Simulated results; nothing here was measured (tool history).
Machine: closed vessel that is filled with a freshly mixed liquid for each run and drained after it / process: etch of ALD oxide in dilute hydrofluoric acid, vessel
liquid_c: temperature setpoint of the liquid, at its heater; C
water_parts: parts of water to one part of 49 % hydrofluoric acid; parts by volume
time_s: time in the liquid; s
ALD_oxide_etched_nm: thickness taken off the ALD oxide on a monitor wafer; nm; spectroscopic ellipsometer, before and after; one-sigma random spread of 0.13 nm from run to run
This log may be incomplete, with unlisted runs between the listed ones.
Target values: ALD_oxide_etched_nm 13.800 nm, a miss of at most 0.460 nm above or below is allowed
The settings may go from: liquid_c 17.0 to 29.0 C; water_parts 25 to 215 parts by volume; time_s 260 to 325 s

run 1 day=0.000 | liquid_c=21.0 water_parts=120 time_s=325 | ALD_oxide_etched_nm=26.468
run 2 day=0.375 | liquid_c=19.0 water_parts=120 time_s=325 | ALD_oxide_etched_nm=24.340
run 3 day=0.529 | liquid_c=19.0 water_parts=120 time_s=260 | ALD_oxide_etched_nm=19.285
run 4 day=0.658 | liquid_c=17.0 water_parts=120 time_s=260 | ALD_oxide_etched_nm=18.061
run 5 day=0.829 | liquid_c=17.0 water_parts=125 time_s=260 | ALD_oxide_etched_nm=17.218
run 6 day=1.158 | liquid_c=17.0 water_parts=130 time_s=260 | ALD_oxide_etched_nm=16.407
run 7 day=1.504 | liquid_c=17.0 water_parts=135 time_s=260 | ALD_oxide_etched_nm=15.748
run 8 day=1.571 | liquid_c=17.0 water_parts=140 time_s=260 | ALD_oxide_etched_nm=14.997
-- day=1.804 thermometer replaced
run 9 day=1.804 | liquid_c=17.0 water_parts=145 time_s=260 | ALD_oxide_etched_nm=13.087

5 candidate next runs follow, results not yet known. Just one meets every target within its allowed miss. Identify it.
run A day=2.038 | liquid_c=17.5 water_parts=160 time_s=325 | ALD_oxide_etched_nm=?
run B day=2.038 | liquid_c=18.0 water_parts=145 time_s=260 | ALD_oxide_etched_nm=?
run C day=2.038 | liquid_c=19.0 water_parts=155 time_s=295 | ALD_oxide_etched_nm=?
run D day=2.038 | liquid_c=17.0 water_parts=145 time_s=290 | ALD_oxide_etched_nm=?
run E day=2.038 | liquid_c=17.0 water_parts=140 time_s=285 | ALD_oxide_etched_nm=?

move=A ALD_oxide_etched_nm=15.147
move=B ALD_oxide_etched_nm=13.848
move=C ALD_oxide_etched_nm=15.152
move=D ALD_oxide_etched_nm=14.827
move=E ALD_oxide_etched_nm=15.166
A: moves the result that the last run missed by most past its target, out the other side
B: all results in spec
C: moves the result that the last run missed by most past its target, out the other side
D: moves the result that the last run missed by most past its target, out the other side
E: moves the result that the last run missed by most past its target, out the other side
B is the move that brings every result within its allowed miss.

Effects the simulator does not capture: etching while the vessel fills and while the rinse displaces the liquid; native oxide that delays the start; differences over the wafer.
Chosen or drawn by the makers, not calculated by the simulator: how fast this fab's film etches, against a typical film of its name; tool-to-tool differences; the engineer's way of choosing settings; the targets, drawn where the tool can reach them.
